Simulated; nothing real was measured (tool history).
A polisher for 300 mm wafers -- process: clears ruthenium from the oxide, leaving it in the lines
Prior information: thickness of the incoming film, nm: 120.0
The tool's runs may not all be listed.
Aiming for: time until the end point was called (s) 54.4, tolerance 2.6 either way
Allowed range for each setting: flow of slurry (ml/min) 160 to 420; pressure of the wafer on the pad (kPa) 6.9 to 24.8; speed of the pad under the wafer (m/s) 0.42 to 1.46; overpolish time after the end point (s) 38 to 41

run,hour,flow of slurry (ml/min),pressure of the wafer on the pad (kPa),speed of the pad under the wafer (m/s),overpolish time after the end point (s),time until the end point was called (s)
1,0,270,15.9,0.94,38,80.656
2,1.8,270,17.2,0.94,38,76.801
3,5.6,270,17.2,0.94,41,75.998
4,14.4,305,17.2,0.94,41,75.99
5,20,305,18.6,0.94,41,71.053
6,21.9,305,20,0.94,41,64.362
7,23.1,305,20.7,0.94,41,63.188
8,30.7,305,21.4,0.94,41,60.52
9,31.3,305,22.1,0.94,41,58.879
10,32,305,22.8,0.94,41,58.258

Exercise: of the 4 proposed moves below, exactly one satisfies all targets within the stated allowed misses. Which move is it?
A,32.7,320,20.7,0.96,38,?
B,32.7,360,20,1,39,?
C,32.7,310,21.4,0.88,38,?
D,32.7,350,24.1,0.92,41,?

move,time until the end point was called (s)
A,63.77
B,62.736
C,67.386
D,56.722
A: its largest miss is bigger than the last run's
B: its largest miss is bigger than the last run's
C: its largest miss is bigger than the last run's
D: each result inside its tolerance
The right move is D.
